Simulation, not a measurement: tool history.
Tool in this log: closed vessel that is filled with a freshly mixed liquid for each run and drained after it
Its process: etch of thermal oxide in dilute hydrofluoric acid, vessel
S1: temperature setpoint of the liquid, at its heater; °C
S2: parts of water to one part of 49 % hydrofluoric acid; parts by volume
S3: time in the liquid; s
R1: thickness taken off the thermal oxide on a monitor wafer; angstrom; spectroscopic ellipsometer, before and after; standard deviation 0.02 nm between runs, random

run 1 hour=0 | S1=21 S2=285 S3=175 | R1=21.853
run 2 hour=2.2 | S1=21 S2=325 S3=175 | R1=18.515
run 3 hour=5.5 | S1=22 S2=305 S3=175 | R1=20.767
run 4 hour=9.4 | S1=22 S2=225 S3=175 | R1=30.628
run 5 hour=15.2 | S1=25 S2=225 S3=175 | R1=34.023
run 6 hour=22.6 | S1=25.5 S2=220 S3=175 | R1=35.848
run 7 hour=29.1 | S1=26 S2=215 S3=175 | R1=37.181
run 8 hour=35.3 | S1=26.5 S2=210 S3=175 | R1=39.239
run 9 hour=42.2 | S1=27 S2=205 S3=175 | R1=40.83

Run 10 has not been measured yet. What should we expect?
run 10 hour=43.2 | S1=28 S2=195 S3=175 | R1=?

{"run 10": {"R1": 45.455}}
